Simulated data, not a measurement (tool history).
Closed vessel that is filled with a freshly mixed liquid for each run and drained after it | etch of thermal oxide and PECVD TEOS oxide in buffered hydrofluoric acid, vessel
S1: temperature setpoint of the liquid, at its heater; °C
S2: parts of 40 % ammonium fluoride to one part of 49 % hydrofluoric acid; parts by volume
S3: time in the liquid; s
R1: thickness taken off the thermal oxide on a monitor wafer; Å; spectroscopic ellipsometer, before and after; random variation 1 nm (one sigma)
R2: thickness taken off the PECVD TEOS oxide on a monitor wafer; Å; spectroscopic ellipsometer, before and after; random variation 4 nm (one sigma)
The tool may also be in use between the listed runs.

| run | hour | S1 | S2 | S3 | R1 | R2 |
|---|---|---|---|---|---|---|
| 1 | 0 | 24 | 7 | 60 | 906.08 | 2633.9 |
| 2 | 3.3 | 25.5 | 6.5 | 65 | 1132.3 | 3312.7 |
| 3 | 12.5 | 27 | 6.5 | 65 | 1227.7 | 3626 |
| 4 | 15.6 | 27 | 5 | 65 | 1545.6 | 4476.5 |
| 5 | 19.7 | 28 | 5 | 70 | 1749.7 | 5069.4 |
| 6 | 28.6 | 28 | 6 | 70 | 1488.6 | 4398.6 |
| 7 | 34.7 | 28.5 | 6 | 75 | 1653.6 | 4760 |

The next listed run, before its measurement:
| 8 | 37.2 | 32 | 5 | 95 | ? | ? |

R1: 2929.7 Å
R2: 8589.2 Å
